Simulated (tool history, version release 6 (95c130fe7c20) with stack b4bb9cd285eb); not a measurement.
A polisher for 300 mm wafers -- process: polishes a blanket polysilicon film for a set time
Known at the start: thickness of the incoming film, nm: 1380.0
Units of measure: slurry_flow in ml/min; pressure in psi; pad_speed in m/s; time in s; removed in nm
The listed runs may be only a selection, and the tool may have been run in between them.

Run 1, hour 0.0: slurry_flow 145 ml/min, pressure 2.6 psi, pad_speed 1.16 m/s, time 26 s. Result: removed 227.68 nm.
Run 2, hour 2.3: slurry_flow 140 ml/min, pressure 2.3 psi, pad_speed 1.16 m/s, time 26 s. Result: removed 205.92 nm.
Run 3, hour 9.1: slurry_flow 140 ml/min, pressure 2.0 psi, pad_speed 1.14 m/s, time 26 s. Result: removed 190.66 nm.
Run 4, hour 13.0: slurry_flow 140 ml/min, pressure 2.0 psi, pad_speed 1.14 m/s, time 23 s. Result: removed 169.70 nm.
Run 5, hour 15.3: slurry_flow 135 ml/min, pressure 1.8 psi, pad_speed 1.14 m/s, time 23 s. Result: removed 155.18 nm.
Run 6, hour 17.4: slurry_flow 135 ml/min, pressure 2.1 psi, pad_speed 1.14 m/s, time 23 s. Result: removed 171.51 nm.

Expected results for the next run?
Run 7, hour 24.8: slurry_flow 125 ml/min, pressure 2.0 psi, pad_speed 1.14 m/s, time 23 s. Result: removed ?.

removed: 164.59 nm
